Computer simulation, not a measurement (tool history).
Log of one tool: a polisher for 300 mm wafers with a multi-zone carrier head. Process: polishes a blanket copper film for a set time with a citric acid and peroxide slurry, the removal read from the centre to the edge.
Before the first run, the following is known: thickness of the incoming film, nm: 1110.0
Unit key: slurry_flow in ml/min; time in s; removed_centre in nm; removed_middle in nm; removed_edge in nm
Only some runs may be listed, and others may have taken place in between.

Run 1, day 0.000: slurry_flow 240 ml/min, centre_zone 1.00, middle_zone 1.00, edge_zone 1.00, slurry_solids 1.00, time 83 s. Result: removed_centre 185.37 nm, removed_middle 191.29 nm, removed_edge 183.44 nm.
Run 2, day 0.292: slurry_flow 240 ml/min, centre_zone 1.01, middle_zone 0.99, edge_zone 0.97, slurry_solids 0.95, time 83 s. Result: removed_centre 187.39 nm, removed_middle 183.78 nm, removed_edge 182.83 nm.
Run 3, day 0.479: slurry_flow 245 ml/min, centre_zone 1.02, middle_zone 1.01, edge_zone 0.95, slurry_solids 0.90, time 81 s. Result: removed_centre 184.31 nm, removed_middle 182.76 nm, removed_edge 174.89 nm.
Run 4, day 0.762: slurry_flow 245 ml/min, centre_zone 1.03, middle_zone 1.02, edge_zone 0.93, slurry_solids 0.85, time 80 s. Result: removed_centre 179.59 nm, removed_middle 179.74 nm, removed_edge 164.78 nm.
Run 5, day 0.800: slurry_flow 240 ml/min, centre_zone 1.04, middle_zone 1.01, edge_zone 0.91, slurry_solids 0.80, time 80 s. Result: removed_centre 174.08 nm, removed_middle 172.80 nm, removed_edge 166.25 nm.
Run 6, day 1.150: slurry_flow 240 ml/min, centre_zone 1.04, middle_zone 1.01, edge_zone 0.91, slurry_solids 0.95, time 80 s. Result: removed_centre 184.61 nm, removed_middle 183.09 nm, removed_edge 166.57 nm.
Run 7, day 1.296: slurry_flow 235 ml/min, centre_zone 1.05, middle_zone 1.01, edge_zone 0.89, slurry_solids 0.95, time 79 s. Result: removed_centre 185.72 nm, removed_middle 179.99 nm, removed_edge 168.40 nm.
Run 8, day 1.558: slurry_flow 250 ml/min, centre_zone 1.06, middle_zone 1.01, edge_zone 0.88, slurry_solids 0.90, time 78 s. Result: removed_centre 184.26 nm, removed_middle 172.95 nm, removed_edge 160.06 nm.

What does the tool deliver on the next run?
Run 9, day 1.658: slurry_flow 255 ml/min, centre_zone 1.06, middle_zone 1.01, edge_zone 0.87, slurry_solids 0.90, time 78 s. Result: removed_centre ?, removed_middle ?, removed_edge ?.

removed_centre: 184.20 nm
removed_middle: 179.91 nm
removed_edge: 163.61 nm
